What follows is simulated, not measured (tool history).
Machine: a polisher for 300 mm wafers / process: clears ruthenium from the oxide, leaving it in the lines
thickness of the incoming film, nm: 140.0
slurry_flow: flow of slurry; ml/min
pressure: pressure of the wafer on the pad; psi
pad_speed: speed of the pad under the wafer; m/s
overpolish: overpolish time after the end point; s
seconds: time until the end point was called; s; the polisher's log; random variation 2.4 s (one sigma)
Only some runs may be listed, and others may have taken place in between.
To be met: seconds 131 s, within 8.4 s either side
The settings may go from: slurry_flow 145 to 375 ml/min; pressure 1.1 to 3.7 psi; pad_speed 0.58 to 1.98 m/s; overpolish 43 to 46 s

| run | day | slurry_flow | pressure | pad_speed | overpolish | seconds |
|---|---|---|---|---|---|---|
| 1 | 0 | 240 | 2.4 | 1.28 | 43 | 96.093 |
| 2 | 0.25 | 240 | 2.4 | 1.48 | 43 | 84.082 |
| 3 | 0.596 | 265 | 2.4 | 1.48 | 43 | 88.085 |
| 4 | 0.862 | 265 | 2.3 | 1.48 | 43 | 86.96 |
| 5 | 0.954 | 265 | 2.2 | 1.46 | 43 | 93.475 |
| 6 | 1.271 | 300 | 2.2 | 1.46 | 43 | 94.081 |
| 7 | 1.454 | 300 | 2.1 | 1.46 | 43 | 94.001 |
| 8 | 1.533 | 300 | 2 | 1.44 | 43 | 101.73 |
| 9 | 1.846 | 300 | 1.4 | 1.4 | 43 | 137.44 |

Which one of the following 5 next-run settings gets every result inside its allowed miss? There is exactly one.
| A | 2.158 | 290 | 1.4 | 1.32 | 43 | ? |
| B | 2.158 | 335 | 1.3 | 1.32 | 43 | ? |
| C | 2.158 | 340 | 1.1 | 1.48 | 44 | ? |
| D | 2.158 | 290 | 1.3 | 1.26 | 44 | ? |
| E | 2.158 | 340 | 1.4 | 1.54 | 46 | ? |

| move | seconds |
|---|---|
| A | 148.13 |
| B | 155.97 |
| C | 165.87 |
| D | 161.85 |
| E | 133.19 |
A: the biggest miss grows against the last run
B: the biggest miss grows against the last run
C: the biggest miss grows against the last run
D: the biggest miss grows against the last run
E: every result lands within tolerance
E meets every target.
